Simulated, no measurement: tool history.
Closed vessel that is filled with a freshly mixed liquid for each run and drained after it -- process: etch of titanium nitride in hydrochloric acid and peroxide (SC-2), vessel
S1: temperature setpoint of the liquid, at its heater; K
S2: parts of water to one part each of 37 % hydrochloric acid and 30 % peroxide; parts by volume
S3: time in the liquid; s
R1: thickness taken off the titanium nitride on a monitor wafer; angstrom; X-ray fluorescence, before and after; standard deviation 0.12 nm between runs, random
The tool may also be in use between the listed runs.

Run 1, hour 0.0: S1 337.15 K, S2 10.5 parts by volume, S3 405 s. Result: R1 208.38 angstrom.
Run 2, hour 7.8: S1 337.15 K, S2 10.5 parts by volume, S3 435 s. Result: R1 222.37 angstrom.
Run 3, hour 15.7: S1 336.65 K, S2 10.5 parts by volume, S3 435 s. Result: R1 218.33 angstrom.
Run 4, hour 21.4: S1 336.65 K, S2 10.5 parts by volume, S3 435 s. Result: R1 215.37 angstrom.
Run 5, hour 25.3: S1 336.15 K, S2 10.5 parts by volume, S3 435 s. Result: R1 210.74 angstrom.
Run 6, hour 27.6: S1 336.15 K, S2 13.5 parts by volume, S3 435 s. Result: R1 171.55 angstrom.
Run 7, hour 28.5: S1 336.65 K, S2 13.5 parts by volume, S3 435 s. Result: R1 175.42 angstrom.

Expected results for the next run?
Run 8, hour 32.0: S1 336.65 K, S2 13.5 parts by volume, S3 435 s. Result: R1 ?.

{"run 8": {"R1": 174.71}}
